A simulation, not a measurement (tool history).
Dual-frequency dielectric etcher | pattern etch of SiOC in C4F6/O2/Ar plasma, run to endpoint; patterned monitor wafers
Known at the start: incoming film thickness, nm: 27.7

{"run": 1, "hour": 0.0, "bias power (kW)": 0.472, "source power (kW)": 0.27, "endpoint time (s)": 9.2807}
{"run": 2, "hour": 6.4, "bias power (kW)": 0.49, "source power (kW)": 0.27, "endpoint time (s)": 9.1115}
{"run": 3, "hour": 9.2, "bias power (kW)": 0.565, "source power (kW)": 0.27, "endpoint time (s)": 8.5582}
{"run": 4, "hour": 13.8, "bias power (kW)": 0.565, "source power (kW)": 0.3, "endpoint time (s)": 8.2255}
{"run": 5, "hour": 17.6, "bias power (kW)": 0.565, "source power (kW)": 0.28, "endpoint time (s)": 8.5144}
{"run": 6, "hour": 21.8, "bias power (kW)": 0.573, "source power (kW)": 0.28, "endpoint time (s)": 8.3327}
{"run": 7, "hour": 30.2, "bias power (kW)": 0.578, "source power (kW)": 0.28, "endpoint time (s)": 8.49}
{"run": 8, "hour": 32.2, "bias power (kW)": 0.585, "source power (kW)": 0.28, "endpoint time (s)": 8.3124}

Estimate the outcome of run 9 from the log above:
{"run": 9, "hour": 40.9, "bias power (kW)": 0.59, "source power (kW)": 0.28, "endpoint time (s)": "?"}

For run 9 the tool returned endpoint time (s) 8.3776.
